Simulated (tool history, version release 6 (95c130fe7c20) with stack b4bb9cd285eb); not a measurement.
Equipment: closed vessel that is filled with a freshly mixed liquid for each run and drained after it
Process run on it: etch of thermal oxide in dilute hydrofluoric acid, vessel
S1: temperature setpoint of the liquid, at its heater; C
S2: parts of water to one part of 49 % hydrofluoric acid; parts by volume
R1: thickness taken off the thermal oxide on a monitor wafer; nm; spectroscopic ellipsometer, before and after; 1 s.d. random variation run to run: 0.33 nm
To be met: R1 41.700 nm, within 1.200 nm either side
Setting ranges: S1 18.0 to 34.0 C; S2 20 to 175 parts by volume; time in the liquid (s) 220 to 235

Run 1, day 0.000: S1 26.0 C, S2 95 parts by volume, time in the liquid (s) 220. Result: R1 10.811 nm.
Run 2, day 0.321: S1 28.5 C, S2 70 parts by volume, time in the liquid (s) 225. Result: R1 16.880 nm.
Run 3, day 0.675: S1 28.5 C, S2 70 parts by volume, time in the liquid (s) 235. Result: R1 17.729 nm.
Run 4, day 0.896: S1 30.0 C, S2 55 parts by volume, time in the liquid (s) 235. Result: R1 24.210 nm.
Run 5, day 1.096: S1 30.0 C, S2 55 parts by volume, time in the liquid (s) 235. Result: R1 24.472 nm.
Run 6, day 1.288: S1 31.0 C, S2 50 parts by volume, time in the liquid (s) 235. Result: R1 28.498 nm.
Run 7, day 1.342: S1 34.0 C, S2 30 parts by volume, time in the liquid (s) 235. Result: R1 54.185 nm.
Run 8, day 1.679: S1 33.0 C, S2 30 parts by volume, time in the liquid (s) 235. Result: R1 52.393 nm.
Run 9, day 1.933: S1 32.0 C, S2 30 parts by volume, time in the liquid (s) 235. Result: R1 50.509 nm.
Run 10, day 2.146: S1 31.0 C, S2 30 parts by volume, time in the liquid (s) 235. Result: R1 48.859 nm.
Run 11, day 2.242: S1 29.5 C, S2 30 parts by volume, time in the liquid (s) 235. Result: R1 45.793 nm.
Run 12, day 2.362: S1 29.5 C, S2 30 parts by volume, time in the liquid (s) 235. Result: R1 44.946 nm.
Run 13, day 2.542: S1 29.0 C, S2 30 parts by volume, time in the liquid (s) 235. Result: R1 44.615 nm.
Run 14, day 2.596: S1 28.5 C, S2 30 parts by volume, time in the liquid (s) 235. Result: R1 43.723 nm.

Next run, 4 choices. One meets every target within its allowed miss, the rest don't. Which?
Run A, day 2.650: S1 30.0 C, S2 35 parts by volume, time in the liquid (s) 235. Result: R1 ?.
Run B, day 2.650: S1 33.5 C, S2 35 parts by volume, time in the liquid (s) 235. Result: R1 ?.
Run C, day 2.650: S1 27.5 C, S2 30 parts by volume, time in the liquid (s) 235. Result: R1 ?.
Run D, day 2.650: S1 29.0 C, S2 30 parts by volume, time in the liquid (s) 235. Result: R1 ?.

move      R1
   A  39.675
   B  45.620
   C  42.093
   D  44.772
A: the result that was furthest off in the last run now lies on the other side of its target
B: further off than the last run
C: meets every target
D: further off than the last run
Move C is the one to make.
